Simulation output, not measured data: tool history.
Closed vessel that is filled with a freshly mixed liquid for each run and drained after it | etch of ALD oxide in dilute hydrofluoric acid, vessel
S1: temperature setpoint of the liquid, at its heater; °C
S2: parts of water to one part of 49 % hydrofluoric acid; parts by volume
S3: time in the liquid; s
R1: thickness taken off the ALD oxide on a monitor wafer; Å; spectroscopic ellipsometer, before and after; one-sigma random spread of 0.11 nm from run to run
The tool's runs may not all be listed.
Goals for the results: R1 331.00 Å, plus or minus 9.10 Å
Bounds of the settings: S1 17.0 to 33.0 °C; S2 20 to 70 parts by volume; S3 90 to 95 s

run	hour	S1	S2	S3	R1
1	0.0	25.0	40	90	435.68
2	7.3	25.0	40	95	458.37
3	11.0	25.0	40	95	458.11
4	13.0	23.0	40	95	421.01
5	15.6	20.5	40	95	381.57
6	22.9	19.5	40	95	364.88
7	25.3	19.5	40	95	363.59
8	29.2	19.0	40	95	356.35
9	32.4	18.5	40	95	349.11
10	38.7	18.0	40	95	342.96

Below are 5 possible settings for the next run. Only one of them brings all results inside the allowed miss of their targets. Which is it?
A	45.0	17.0	35	90	?
B	45.0	20.0	40	90	?
C	45.0	17.5	40	95	?
D	45.0	17.0	40	90	?
E	45.0	17.5	40	90	?

move	R1
A	357.17
B	353.86
C	335.29
D	310.78
E	317.64
A: misses by more than the last run did
B: misses by more than the last run did
C: each result inside its tolerance
D: pushes the last run's worst result past its target
E: pushes the last run's worst result past its target
So the answer is move C, the one that meets all the targets.
